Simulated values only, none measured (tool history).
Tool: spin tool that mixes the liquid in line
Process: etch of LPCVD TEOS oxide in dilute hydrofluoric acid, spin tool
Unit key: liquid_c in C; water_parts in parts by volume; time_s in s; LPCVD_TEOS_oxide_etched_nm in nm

run 1 hour=0 | liquid_c=23 water_parts=230 time_s=75 | LPCVD_TEOS_oxide_etched_nm=13.028
run 2 hour=7.5 | liquid_c=25 water_parts=215 time_s=75 | LPCVD_TEOS_oxide_etched_nm=15.43
run 3 hour=13.6 | liquid_c=27.5 water_parts=215 time_s=75 | LPCVD_TEOS_oxide_etched_nm=17.231
run 4 hour=16 | liquid_c=28.5 water_parts=210 time_s=75 | LPCVD_TEOS_oxide_etched_nm=18.359
run 5 hour=16.8 | liquid_c=29 water_parts=205 time_s=75 | LPCVD_TEOS_oxide_etched_nm=19.035
run 6 hour=23.7 | liquid_c=29 water_parts=245 time_s=75 | LPCVD_TEOS_oxide_etched_nm=15.357

Predict the results of run 7:
run 7 hour=28.8 | liquid_c=31 water_parts=170 time_s=75 | LPCVD_TEOS_oxide_etched_nm=?

LPCVD_TEOS_oxide_etched_nm: 25.62 nm
